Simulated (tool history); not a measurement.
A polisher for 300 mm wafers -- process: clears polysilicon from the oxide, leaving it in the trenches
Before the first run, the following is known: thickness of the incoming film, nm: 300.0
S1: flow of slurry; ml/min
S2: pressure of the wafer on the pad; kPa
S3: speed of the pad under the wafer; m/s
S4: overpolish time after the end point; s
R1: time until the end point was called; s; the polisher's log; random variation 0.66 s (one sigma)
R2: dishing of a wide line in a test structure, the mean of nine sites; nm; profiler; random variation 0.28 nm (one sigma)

{"run": 1, "hour": 0.0, "S1": 195, "S2": 12.4, "S3": 1.14, "S4": 8, "R1": 29.255, "R2": 52.626}
{"run": 2, "hour": 5.8, "S1": 155, "S2": 12.4, "S3": 1.14, "S4": 8, "R1": 29.852, "R2": 52.009}
{"run": 3, "hour": 13.2, "S1": 155, "S2": 12.4, "S3": 1.14, "S4": 10, "R1": 29.983, "R2": 59.195}
{"run": 4, "hour": 16.7, "S1": 155, "S2": 12.4, "S3": 1.14, "S4": 8, "R1": 30.058, "R2": 53.1}
{"run": 5, "hour": 20.8, "S1": 155, "S2": 12.4, "S3": 0.94, "S4": 8, "R1": 34.294, "R2": 47.498}
{"run": 6, "hour": 23.7, "S1": 200, "S2": 12.4, "S3": 0.82, "S4": 6, "R1": 36.41, "R2": 38.01}

The next listed run, before its measurement:
{"run": 7, "hour": 25.0, "S1": 215, "S2": 12.4, "S3": 0.78, "S4": 5, "R1": "?", "R2": "?"}

Run 7 yielded R1 36.598 s, R2 32.255 nm.
